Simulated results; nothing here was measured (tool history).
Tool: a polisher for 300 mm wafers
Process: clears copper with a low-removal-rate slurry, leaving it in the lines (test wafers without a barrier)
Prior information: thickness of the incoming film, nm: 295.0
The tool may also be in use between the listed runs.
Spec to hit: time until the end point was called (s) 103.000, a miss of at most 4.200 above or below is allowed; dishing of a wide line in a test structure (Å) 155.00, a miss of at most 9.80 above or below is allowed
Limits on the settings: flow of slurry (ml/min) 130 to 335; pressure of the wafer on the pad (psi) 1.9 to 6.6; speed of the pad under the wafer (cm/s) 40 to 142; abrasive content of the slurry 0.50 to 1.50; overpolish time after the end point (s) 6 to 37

run	hour	flow of slurry (ml/min)	pressure of the wafer on the pad (psi)	speed of the pad under the wafer (cm/s)	abrasive content of the slurry	overpolish time after the end point (s)	time until the end point was called (s)	dishing of a wide line in a test structure (Å)
1	0.0	215	4.2	90	1.00	19	64.658	515.94
2	0.7	250	4.2	90	1.00	19	64.882	540.96
3	6.0	250	3.4	90	1.00	19	80.421	453.69
4	11.8	250	3.4	102	1.00	19	70.093	494.98
5	20.5	250	3.4	118	1.00	19	60.787	529.26
6	26.9	220	3.0	116	0.85	16	72.907	416.62
7	34.7	195	2.7	110	0.95	13	84.985	306.69
8	43.3	180	2.5	110	1.10	11	90.298	257.88
9	45.9	130	1.9	112	1.35	6	113.070	120.06
10	49.4	145	1.9	112	1.35	6	114.060	120.49
11	55.4	155	2.0	112	1.30	6	107.040	125.95
12	60.4	155	2.1	112	1.25	6	103.690	133.55
13	63.5	145	2.2	112	1.20	10	101.390	216.46
14	64.7	160	2.1	112	1.20	10	105.100	205.80
15	73.7	175	2.1	110	1.25	10	102.130	202.95
16	80.2	170	2.1	110	1.30	10	102.900	209.21
17	88.7	170	2.2	108	1.30	9	102.020	194.57
18	91.3	165	2.2	108	1.30	9	101.220	193.69
19	97.6	160	2.2	110	1.30	9	98.324	198.42
20	104.8	165	2.2	110	1.30	9	98.983	199.98
21	111.5	170	2.2	110	1.25	9	100.070	194.83
22	117.1	165	2.2	110	1.25	8	100.990	180.09
23	121.5	160	2.2	110	1.25	8	99.135	182.29
24	127.6	160	2.2	110	1.25	8	99.827	178.52

Consider the 5 candidate settings below. Which is the only one whose results all fall within their allowed miss of target?
A	133.7	135	1.9	128	1.20	6	?	?
B	133.7	140	2.3	118	1.30	9	?	?
C	133.7	170	2.0	116	1.40	7	?	?
D	133.7	150	2.1	112	1.25	6	?	?
E	133.7	140	2.4	114	1.30	6	?	?

move	time until the end point was called (s)	dishing of a wide line in a test structure (Å)
A	102.010	135.89
B	90.476	219.37
C	100.790	158.42
D	103.430	134.49
E	89.876	153.55
A: the result that was furthest off in the last run now lies on the other side of its target
B: the biggest miss grows against the last run
C: every result within its allowed miss
D: the result that was furthest off in the last run now lies on the other side of its target
E: the furthest-off result lands on target, but another misses its tolerance
Correct choice: C, which meets every target

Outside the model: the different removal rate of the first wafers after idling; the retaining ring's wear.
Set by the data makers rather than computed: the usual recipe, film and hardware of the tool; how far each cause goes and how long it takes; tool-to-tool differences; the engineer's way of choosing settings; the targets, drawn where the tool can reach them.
